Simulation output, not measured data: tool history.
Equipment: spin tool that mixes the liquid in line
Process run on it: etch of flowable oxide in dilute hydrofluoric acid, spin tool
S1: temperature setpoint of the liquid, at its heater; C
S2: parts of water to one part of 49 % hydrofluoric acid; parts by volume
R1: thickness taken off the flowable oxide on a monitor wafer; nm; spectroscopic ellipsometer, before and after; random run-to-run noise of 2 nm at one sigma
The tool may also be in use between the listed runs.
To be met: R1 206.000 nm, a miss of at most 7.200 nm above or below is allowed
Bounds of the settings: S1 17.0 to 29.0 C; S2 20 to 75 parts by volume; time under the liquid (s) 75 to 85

Run 1, hour 0.0: S1 21.0 C, S2 45 parts by volume, time under the liquid (s) 75. Result: R1 90.064 nm.
Run 2, hour 3.7: S1 21.0 C, S2 45 parts by volume, time under the liquid (s) 75. Result: R1 88.259 nm.
Run 3, hour 9.2: S1 18.5 C, S2 45 parts by volume, time under the liquid (s) 75. Result: R1 79.970 nm.
Run 4, hour 12.2: S1 19.5 C, S2 40 parts by volume, time under the liquid (s) 75. Result: R1 94.347 nm.
Run 5, hour 14.7: S1 21.0 C, S2 40 parts by volume, time under the liquid (s) 75. Result: R1 100.510 nm.
Run 6, hour 23.1: S1 21.0 C, S2 55 parts by volume, time under the liquid (s) 75. Result: R1 71.059 nm.
Run 7, hour 31.4: S1 25.0 C, S2 40 parts by volume, time under the liquid (s) 75. Result: R1 119.990 nm.
Run 8, hour 35.1: S1 25.5 C, S2 40 parts by volume, time under the liquid (s) 75. Result: R1 120.010 nm.
Run 9, hour 41.3: S1 29.0 C, S2 25 parts by volume, time under the liquid (s) 75. Result: R1 224.760 nm.
Run 10, hour 44.3: S1 28.0 C, S2 25 parts by volume, time under the liquid (s) 75. Result: R1 220.250 nm.

Consider the 4 candidate settings below. Which is the only one whose results all fall within their allowed miss of target?
Run A, hour 47.3: S1 27.5 C, S2 25 parts by volume, time under the liquid (s) 80. Result: R1 ?.
Run B, hour 47.3: S1 29.0 C, S2 30 parts by volume, time under the liquid (s) 75. Result: R1 ?.
Run C, hour 47.3: S1 28.5 C, S2 25 parts by volume, time under the liquid (s) 75. Result: R1 ?.
Run D, hour 47.3: S1 26.5 C, S2 25 parts by volume, time under the liquid (s) 75. Result: R1 ?.

move       R1
   A  228.850
   B  188.600
   C  223.490
   D  205.900
A: lands further from the targets than the last run did
B: moves the result that the last run missed by most past its target, out the other side
C: lands further from the targets than the last run did
D: each result inside its tolerance
Correct choice: D, which meets every target
